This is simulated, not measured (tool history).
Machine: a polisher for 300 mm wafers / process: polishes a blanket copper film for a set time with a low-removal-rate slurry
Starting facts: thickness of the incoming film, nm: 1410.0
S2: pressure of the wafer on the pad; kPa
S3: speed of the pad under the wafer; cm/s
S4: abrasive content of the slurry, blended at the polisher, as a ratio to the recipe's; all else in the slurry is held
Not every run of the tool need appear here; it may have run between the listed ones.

Run 1, day 0: flow of slurry (ml/min) 205, S2 11 kPa, S3 84 cm/s, S4 1, polishing time (s) 50. Result: film removed (angstrom) 701.05.
Run 2, day 0.121: flow of slurry (ml/min) 210, S2 11.7 kPa, S3 84 cm/s, S4 1, polishing time (s) 50. Result: film removed (angstrom) 747.65.
Run 3, day 0.392: flow of slurry (ml/min) 210, S2 11.7 kPa, S3 84 cm/s, S4 1, polishing time (s) 50. Result: film removed (angstrom) 744.31.
Run 4, day 0.467: flow of slurry (ml/min) 215, S2 12.4 kPa, S3 84 cm/s, S4 1, polishing time (s) 50. Result: film removed (angstrom) 776.78.
Run 5, day 0.742: flow of slurry (ml/min) 215, S2 13.1 kPa, S3 84 cm/s, S4 1, polishing time (s) 50. Result: film removed (angstrom) 794.82.
Run 6, day 0.912: flow of slurry (ml/min) 215, S2 13.1 kPa, S3 84 cm/s, S4 0.8, polishing time (s) 50. Result: film removed (angstrom) 783.98.

Run 7 is up next; what results do you expect?
Run 7, day 1.104: flow of slurry (ml/min) 215, S2 13.8 kPa, S3 84 cm/s, S4 0.8, polishing time (s) 50. Result: film removed (angstrom) ?.

Run 7 gave film removed (angstrom) 805.45.
